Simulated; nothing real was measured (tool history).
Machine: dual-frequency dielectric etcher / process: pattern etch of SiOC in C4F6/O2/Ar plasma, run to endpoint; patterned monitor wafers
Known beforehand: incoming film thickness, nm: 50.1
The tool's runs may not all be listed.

run 1 hour=0.0 | bias_power_(W)=525 source_power_(W)=280 | endpoint_time_(s)=18.966
run 2 hour=3.8 | bias_power_(W)=451 source_power_(W)=280 | endpoint_time_(s)=20.483
run 3 hour=5.3 | bias_power_(W)=451 source_power_(W)=260 | endpoint_time_(s)=20.789
run 4 hour=6.4 | bias_power_(W)=410 source_power_(W)=260 | endpoint_time_(s)=21.981
run 5 hour=9.2 | bias_power_(W)=449 source_power_(W)=270 | endpoint_time_(s)=20.693
run 6 hour=12.1 | bias_power_(W)=489 source_power_(W)=270 | endpoint_time_(s)=19.848
run 7 hour=19.3 | bias_power_(W)=518 source_power_(W)=280 | endpoint_time_(s)=18.823

Expected results for the next run?
-- hour=27.3 source power generator calibrated
run 8 hour=27.3 | bias_power_(W)=540 source_power_(W)=280 | endpoint_time_(s)=?

endpoint time (s): 19.058
